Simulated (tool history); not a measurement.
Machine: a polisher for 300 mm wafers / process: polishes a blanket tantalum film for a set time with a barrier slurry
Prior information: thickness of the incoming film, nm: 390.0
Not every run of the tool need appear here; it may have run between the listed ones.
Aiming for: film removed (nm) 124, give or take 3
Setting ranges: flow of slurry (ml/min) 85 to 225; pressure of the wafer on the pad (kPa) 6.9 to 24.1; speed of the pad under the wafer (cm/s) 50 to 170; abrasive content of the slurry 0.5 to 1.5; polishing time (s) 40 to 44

run	day	flow of slurry (ml/min)	pressure of the wafer on the pad (kPa)	speed of the pad under the wafer (cm/s)	abrasive content of the slurry	polishing time (s)	film removed (nm)
1	0	145	15.2	110	1	44	103.41
2	0.312	155	15.9	110	1	44	110.04
3	0.483	185	15.9	110	1	44	113.06
4	0.546	190	15.9	110	1	44	112.25
5	0.829	190	16.5	110	1	44	119.48
6	0.958	195	16.5	110	1	44	119.62
7	1.2	200	16.5	110	1	44	120.9
8	1.433	205	16.5	110	1	44	120.81
9	1.538	210	16.5	110	1	44	119.37

Which one of the following 4 next-run settings gets every result inside its allowed miss? There is exactly one.
A	1.642	215	16.5	110	0.95	43	?
B	1.642	195	17.9	106	1.15	41	?
C	1.642	205	17.2	110	1	44	?
D	1.642	200	15.9	114	0.9	44	?

move	film removed (nm)
A	116.61
B	119.32
C	124.83
D	116.09
A: moves away from the targets compared with the last run
B: roughly where the last run was
C: all results land within tolerance of their targets
D: moves away from the targets compared with the last run
C is the move that brings every result within its allowed miss.
